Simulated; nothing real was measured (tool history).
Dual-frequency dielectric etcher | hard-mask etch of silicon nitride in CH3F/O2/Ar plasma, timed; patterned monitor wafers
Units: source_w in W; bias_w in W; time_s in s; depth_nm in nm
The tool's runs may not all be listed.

| run | hour | source_w | bias_w | time_s | depth_nm |
|---|---|---|---|---|---|
| 1 | 0 | 440 | 94 | 231.5 | 183.14 |
| 2 | 1 | 470 | 97 | 232 | 186.89 |
| 3 | 5.6 | 520 | 97 | 232 | 198.36 |
| 4 | 11.4 | 540 | 98 | 232 | 201.79 |
| 5 | 16.9 | 540 | 98 | 231.5 | 200.12 |
| 6 | 22.4 | 550 | 100 | 232 | 206.02 |

Run 7 comes next. What will it give?
| 7 | 24.7 | 560 | 101 | 232 | ? |

depth_nm: 206.08 nm
